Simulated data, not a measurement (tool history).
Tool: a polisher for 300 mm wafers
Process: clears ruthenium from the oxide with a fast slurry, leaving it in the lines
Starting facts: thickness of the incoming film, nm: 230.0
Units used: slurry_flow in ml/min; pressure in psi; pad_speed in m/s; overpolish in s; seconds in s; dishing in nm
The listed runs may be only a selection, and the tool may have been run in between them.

run,hour,slurry_flow,pressure,pad_speed,slurry_solids,overpolish,seconds,dishing
1,0.0,290,2.2,0.80,1.00,28,65.494,80.143
2,6.5,290,2.2,0.64,1.00,28,81.473,65.803
3,13.3,290,2.2,0.72,1.00,28,73.252,70.236
4,19.5,290,2.2,0.72,1.00,27,72.500,71.449
5,22.8,290,2.2,0.72,0.90,27,76.584,67.121
6,23.4,290,2.2,0.72,1.05,27,72.062,72.006
7,27.8,290,2.2,0.72,1.05,26,68.756,67.116
8,30.6,290,2.2,0.72,1.05,26,72.144,71.559
9,37.9,290,2.2,0.72,1.05,25,71.192,66.340
10,39.9,290,2.1,0.72,1.05,25,75.674,63.316

Run 11 is up next; what results do you expect?
11,45.3,290,2.0,0.72,1.05,23,?,?

Logged for run 11: seconds 78.943 s, dishing 56.963 nm.

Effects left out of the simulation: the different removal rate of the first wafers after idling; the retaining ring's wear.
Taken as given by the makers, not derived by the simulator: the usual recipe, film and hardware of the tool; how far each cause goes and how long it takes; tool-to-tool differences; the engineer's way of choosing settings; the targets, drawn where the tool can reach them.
